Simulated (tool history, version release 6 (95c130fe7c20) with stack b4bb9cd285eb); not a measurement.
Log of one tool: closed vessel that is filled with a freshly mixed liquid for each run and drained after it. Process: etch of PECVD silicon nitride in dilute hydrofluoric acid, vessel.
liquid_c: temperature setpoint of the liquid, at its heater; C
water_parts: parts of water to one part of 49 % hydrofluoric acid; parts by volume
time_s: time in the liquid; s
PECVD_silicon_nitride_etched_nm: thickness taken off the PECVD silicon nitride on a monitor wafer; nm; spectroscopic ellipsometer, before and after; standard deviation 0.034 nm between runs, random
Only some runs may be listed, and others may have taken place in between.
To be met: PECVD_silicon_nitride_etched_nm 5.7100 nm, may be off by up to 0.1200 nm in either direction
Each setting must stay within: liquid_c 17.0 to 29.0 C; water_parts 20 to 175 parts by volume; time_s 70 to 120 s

run  hour  liquid_c  water_parts  time_s  PECVD_silicon_nitride_etched_nm
  1   0.0      21.0           95     120                           1.6912
  2   8.4      22.5           85     120                           2.0932
  3  15.3      22.5          105     120                           1.6910
  4  23.8      23.5           95     120                           1.9944
  5  29.8      24.5           85     120                           2.3817
  6  32.8      27.5           85     120                           2.9065
  7  37.7      27.5           75     120                           3.2667
  8  41.4      27.5           70     120                           3.4999
  9  47.8      29.0           30     120                           8.9785
 10  54.0      27.5           30     120                           8.0850
 11  56.1      26.5           30     120                           7.5923
 12  63.0      25.5           30     120                           7.0627
 13  65.8      25.0           30     120                           6.8187
 14  67.2      24.5           30     120                           6.6250
 15  71.6      24.0           30     120                           6.4031
 16  77.1      23.5           30     120                           6.1785

Exactly one of the 5 candidate moves below puts every result within its allowed miss. Which one?
  A  82.6      24.5           25      95                                ?
  B  82.6      27.5           45     120                                ?
  C  82.6      23.5           30     115                                ?
  D  82.6      23.0           30     115                                ?
  E  82.6      24.5           25      90                                ?

move  PECVD_silicon_nitride_etched_nm
   A                           6.2556
   B                           5.4562
   C                           5.9334
   D                           5.7337
   E                           5.9263
A: moves away from the targets compared with the last run
B: moves the result that the last run missed by most past its target, out the other side
C: better than the last run, though not everything is in spec
D: all results in spec
E: better than the last run, though not everything is in spec
Correct choice: D, which meets every target

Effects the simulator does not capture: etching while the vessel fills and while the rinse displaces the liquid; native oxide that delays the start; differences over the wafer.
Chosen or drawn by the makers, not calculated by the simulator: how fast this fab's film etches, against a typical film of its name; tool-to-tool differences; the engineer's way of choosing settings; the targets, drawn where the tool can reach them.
